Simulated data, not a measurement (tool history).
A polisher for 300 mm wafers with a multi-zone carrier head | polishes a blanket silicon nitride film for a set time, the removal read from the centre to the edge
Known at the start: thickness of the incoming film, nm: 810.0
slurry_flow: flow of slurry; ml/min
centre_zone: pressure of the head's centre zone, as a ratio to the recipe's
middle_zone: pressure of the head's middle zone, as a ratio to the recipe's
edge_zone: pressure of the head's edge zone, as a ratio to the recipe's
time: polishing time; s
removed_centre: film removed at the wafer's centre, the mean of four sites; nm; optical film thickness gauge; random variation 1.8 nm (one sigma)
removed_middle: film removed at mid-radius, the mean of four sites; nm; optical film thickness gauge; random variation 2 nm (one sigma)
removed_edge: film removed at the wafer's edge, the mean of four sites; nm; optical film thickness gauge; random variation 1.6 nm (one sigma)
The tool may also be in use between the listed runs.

run	day	slurry_flow	centre_zone	middle_zone	edge_zone	time	removed_centre	removed_middle	removed_edge
1	0	145	1	1	1	88	146.23	147.24	149.33
2	0.346	115	1	1	1	88	137.21	139.04	142.74
3	0.417	115	0.96	1	1	88	132.33	135.94	142.48
4	0.471	145	0.96	1	1	88	140.12	145.89	147.94
5	0.567	150	0.97	1.01	1.02	89	144.53	150.13	151.68
6	0.788	155	0.97	1.02	1.03	90	146.97	153.06	156.87
7	1.025	195	1.07	1.12	1.12	99	188.13	188.5	182.12

Forecast run 8:
8	1.354	195	1.07	1.12	1.13	99	?	?	?

removed_centre: 187.16 nm
removed_middle: 193.21 nm
removed_edge: 184.99 nm
